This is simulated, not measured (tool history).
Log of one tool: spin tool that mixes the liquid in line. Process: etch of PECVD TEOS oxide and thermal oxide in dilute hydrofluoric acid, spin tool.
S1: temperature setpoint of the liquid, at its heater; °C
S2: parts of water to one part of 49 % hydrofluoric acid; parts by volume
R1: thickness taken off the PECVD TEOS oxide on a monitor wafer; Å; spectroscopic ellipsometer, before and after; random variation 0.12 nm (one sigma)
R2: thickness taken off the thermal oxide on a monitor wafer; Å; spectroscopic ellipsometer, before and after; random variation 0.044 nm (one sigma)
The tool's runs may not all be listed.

run 1 hour=0 | S1=23 S2=65 time_under_the_liquid_(s)=140 | R1=318.92 R2=106.36
run 2 hour=5 | S1=24.5 S2=65 time_under_the_liquid_(s)=140 | R1=341.22 R2=114.43
run 3 hour=8.4 | S1=24.5 S2=65 time_under_the_liquid_(s)=160 | R1=390.52 R2=130.3
run 4 hour=11.7 | S1=23 S2=70 time_under_the_liquid_(s)=160 | R1=335.39 R2=111.12
run 5 hour=19.8 | S1=22 S2=75 time_under_the_liquid_(s)=160 | R1=303.83 R2=99.514
run 6 hour=25.7 | S1=24.5 S2=75 time_under_the_liquid_(s)=160 | R1=331.25 R2=110.43
run 7 hour=30.4 | S1=23.5 S2=80 time_under_the_liquid_(s)=160 | R1=298.72 R2=99.253
run 8 hour=31.3 | S1=22.5 S2=85 time_under_the_liquid_(s)=160 | R1=269.86 R2=89.627
run 9 hour=40 | S1=22.5 S2=85 time_under_the_liquid_(s)=160 | R1=268.76 R2=89.406
run 10 hour=48.7 | S1=21.5 S2=90 time_under_the_liquid_(s)=160 | R1=242.22 R2=79.754
run 11 hour=56.5 | S1=21 S2=95 time_under_the_liquid_(s)=160 | R1=222.42 R2=74.579
run 12 hour=61.3 | S1=20.5 S2=95 time_under_the_liquid_(s)=160 | R1=218.89 R2=73.174
run 13 hour=65.8 | S1=20 S2=95 time_under_the_liquid_(s)=160 | R1=215.12 R2=70.53

The next listed run, before its measurement:
run 14 hour=69.7 | S1=19.5 S2=95 time_under_the_liquid_(s)=160 | R1=? R2=?

{"run 14": {"R1": 210.03, "R2": 69.699}}

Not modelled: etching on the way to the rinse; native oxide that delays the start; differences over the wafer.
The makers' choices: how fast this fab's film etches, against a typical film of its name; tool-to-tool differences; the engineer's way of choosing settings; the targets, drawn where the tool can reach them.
